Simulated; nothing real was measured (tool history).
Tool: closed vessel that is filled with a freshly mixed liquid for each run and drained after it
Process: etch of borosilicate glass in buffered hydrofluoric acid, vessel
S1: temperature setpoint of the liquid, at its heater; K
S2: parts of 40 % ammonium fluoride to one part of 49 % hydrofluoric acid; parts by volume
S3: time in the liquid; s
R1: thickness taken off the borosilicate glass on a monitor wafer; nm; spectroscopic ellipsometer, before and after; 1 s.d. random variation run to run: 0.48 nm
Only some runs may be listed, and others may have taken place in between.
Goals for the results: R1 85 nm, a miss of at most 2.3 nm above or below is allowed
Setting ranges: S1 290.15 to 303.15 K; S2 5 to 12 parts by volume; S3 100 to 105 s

run    day      S1   S2   S3      R1
  1      0  295.15    7  100  165.76
  2  0.238  291.65    7  100  136.92
  3  0.467  291.15    8  100  115.51
  4  0.675  291.15    8  105  119.78
  5  0.762  290.65  8.5  105  110.74
  6  1.083  290.65  8.5  100  103.98
  7  1.367  290.65    9  100  97.941
  8  1.683  290.65  9.5  100  93.987
  9  1.758  290.15   10  100  88.926

Pick the move, out of 5, that brings all results within their allowed miss; only one does.
  A  1.833  290.15   9.5  105   ?
  B  1.833  290.65  10.5  105   ?
  C  1.833  290.15    10  105   ?
  D  1.833  290.15  10.5  100   ?
  E  1.833  292.15    11  100   ?

move      R1
   A   97.31
   B   92.22
   C  94.127
   D  85.418
   E  91.139
A: its largest miss is bigger than the last run's
B: its largest miss is bigger than the last run's
C: its largest miss is bigger than the last run's
D: every result within its allowed miss
E: its largest miss is bigger than the last run's
Answer: D

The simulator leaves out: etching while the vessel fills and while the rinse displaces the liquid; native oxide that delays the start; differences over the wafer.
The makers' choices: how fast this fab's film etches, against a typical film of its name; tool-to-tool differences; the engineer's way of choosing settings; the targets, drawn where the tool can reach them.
